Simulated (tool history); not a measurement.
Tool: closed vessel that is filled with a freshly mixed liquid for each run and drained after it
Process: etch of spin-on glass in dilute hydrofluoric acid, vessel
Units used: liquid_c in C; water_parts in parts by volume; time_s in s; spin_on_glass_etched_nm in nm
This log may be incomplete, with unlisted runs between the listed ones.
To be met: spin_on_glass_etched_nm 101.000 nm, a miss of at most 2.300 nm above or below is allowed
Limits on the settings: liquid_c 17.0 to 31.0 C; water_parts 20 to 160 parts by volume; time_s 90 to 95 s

Run 1, hour 0.0: liquid_c 23.0 C, water_parts 90 parts by volume, time_s 90 s. Result: spin_on_glass_etched_nm 39.485 nm.
Run 2, hour 1.7: liquid_c 25.0 C, water_parts 75 parts by volume, time_s 90 s. Result: spin_on_glass_etched_nm 51.035 nm.
Run 3, hour 3.8: liquid_c 23.5 C, water_parts 75 parts by volume, time_s 90 s. Result: spin_on_glass_etched_nm 48.863 nm.
Run 4, hour 9.5: liquid_c 23.5 C, water_parts 95 parts by volume, time_s 90 s. Result: spin_on_glass_etched_nm 37.110 nm.
Run 5, hour 16.0: liquid_c 23.5 C, water_parts 95 parts by volume, time_s 95 s. Result: spin_on_glass_etched_nm 39.354 nm.
Run 6, hour 23.1: liquid_c 23.5 C, water_parts 70 parts by volume, time_s 95 s. Result: spin_on_glass_etched_nm 55.155 nm.
Run 7, hour 28.7: liquid_c 23.5 C, water_parts 70 parts by volume, time_s 95 s. Result: spin_on_glass_etched_nm 55.357 nm.
Run 8, hour 32.7: liquid_c 23.5 C, water_parts 70 parts by volume, time_s 95 s. Result: spin_on_glass_etched_nm 55.368 nm.
Run 9, hour 34.3: liquid_c 25.5 C, water_parts 65 parts by volume, time_s 95 s. Result: spin_on_glass_etched_nm 64.330 nm.
Run 10, hour 37.5: liquid_c 27.0 C, water_parts 60 parts by volume, time_s 95 s. Result: spin_on_glass_etched_nm 74.630 nm.
Run 11, hour 43.2: liquid_c 28.0 C, water_parts 60 parts by volume, time_s 95 s. Result: spin_on_glass_etched_nm 78.493 nm.
Run 12, hour 50.3: liquid_c 29.0 C, water_parts 60 parts by volume, time_s 95 s. Result: spin_on_glass_etched_nm 80.902 nm.
Run 13, hour 56.9: liquid_c 29.5 C, water_parts 55 parts by volume, time_s 95 s. Result: spin_on_glass_etched_nm 91.015 nm.

Pick the move, out of 4, that brings all results within their allowed miss; only one does.
Run A, hour 63.5: liquid_c 31.0 C, water_parts 50 parts by volume, time_s 95 s. Result: spin_on_glass_etched_nm ?.
Run B, hour 63.5: liquid_c 30.5 C, water_parts 50 parts by volume, time_s 95 s. Result: spin_on_glass_etched_nm ?.
Run C, hour 63.5: liquid_c 31.0 C, water_parts 55 parts by volume, time_s 95 s. Result: spin_on_glass_etched_nm ?.
Run D, hour 63.5: liquid_c 31.0 C, water_parts 50 parts by volume, time_s 90 s. Result: spin_on_glass_etched_nm ?.

move  spin_on_glass_etched_nm
   A                  107.370
   B                  105.300
   C                   96.849
   D                  101.720
A: pushes the last run's worst result past its target
B: pushes the last run's worst result past its target
C: nearer the targets than the last run, but a result is still out of spec
D: all results in spec
Answer: D
